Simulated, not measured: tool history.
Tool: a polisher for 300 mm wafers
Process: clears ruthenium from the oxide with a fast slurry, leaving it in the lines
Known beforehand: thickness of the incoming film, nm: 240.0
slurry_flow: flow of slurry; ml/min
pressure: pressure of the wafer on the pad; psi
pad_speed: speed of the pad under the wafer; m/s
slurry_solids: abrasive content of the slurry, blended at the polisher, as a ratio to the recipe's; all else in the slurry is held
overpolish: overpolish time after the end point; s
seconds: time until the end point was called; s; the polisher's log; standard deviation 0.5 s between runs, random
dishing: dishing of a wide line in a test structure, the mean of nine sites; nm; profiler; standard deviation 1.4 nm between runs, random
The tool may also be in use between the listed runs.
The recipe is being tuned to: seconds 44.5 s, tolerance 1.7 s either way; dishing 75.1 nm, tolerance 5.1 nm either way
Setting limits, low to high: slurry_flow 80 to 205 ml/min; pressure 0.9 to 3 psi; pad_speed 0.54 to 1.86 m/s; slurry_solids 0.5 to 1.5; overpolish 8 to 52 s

| run | hour | slurry_flow | pressure | pad_speed | slurry_solids | overpolish | seconds | dishing |
|---|---|---|---|---|---|---|---|---|
| 1 | 0 | 135 | 1.9 | 1.18 | 1 | 26 | 95.924 | 41.653 |
| 2 | 8.4 | 135 | 1.9 | 1.18 | 1.1 | 26 | 93.545 | 43.743 |
| 3 | 15.7 | 135 | 2.2 | 1.18 | 1.1 | 26 | 80.238 | 50.005 |
| 4 | 23.5 | 135 | 2.6 | 1.18 | 1.1 | 26 | 68.219 | 56.594 |
| 5 | 26.1 | 135 | 2.6 | 1.18 | 1.1 | 20 | 68.712 | 45.96 |
| 6 | 26.8 | 110 | 2.6 | 1.18 | 1.1 | 20 | 71.159 | 42.28 |
| 7 | 31.4 | 120 | 2.7 | 1.22 | 1.1 | 21 | 65.729 | 47.83 |
| 8 | 35.2 | 130 | 2.8 | 1.26 | 1.1 | 21 | 59.47 | 52.214 |
|  | 39.5 | slurry blender recalibrated |
| 9 | 39.5 | 150 | 3 | 1.48 | 1.1 | 26 | 40.126 | 74.463 |
| 10 | 46.9 | 145 | 3 | 1.48 | 1.1 | 27 | 40.384 | 79.097 |
| 11 | 49.8 | 140 | 3 | 1.48 | 1.1 | 27 | 41.358 | 78.722 |
| 12 | 52.4 | 135 | 3 | 1.48 | 1.1 | 27 | 41.926 | 77.184 |

Which one of the following 5 next-run settings gets every result inside its allowed miss? There is exactly one.
| A | 55 | 140 | 2.8 | 1.56 | 1 | 27 | ? | ? |
| B | 55 | 155 | 3 | 1.4 | 1 | 21 | ? | ? |
| C | 55 | 135 | 3 | 1.7 | 0.9 | 32 | ? | ? |
| D | 55 | 145 | 2.9 | 1.26 | 1.1 | 38 | ? | ? |
| E | 55 | 125 | 2.9 | 1.6 | 1.15 | 26 | ? | ? |

| move | seconds | dishing |
|---|---|---|
| A | 44.485 | 74.867 |
| B | 45.317 | 63.25 |
| C | 41.097 | 85.591 |
| D | 49.836 | 84.707 |
| E | 39.804 | 78.061 |
A: meets every target
B: meets the target for the result that was furthest off, but another lies outside its allowed miss
C: the biggest miss grows against the last run
D: the result that was furthest off in the last run now lies on the other side of its target
E: the biggest miss grows against the last run
Correct choice: A, which meets every target
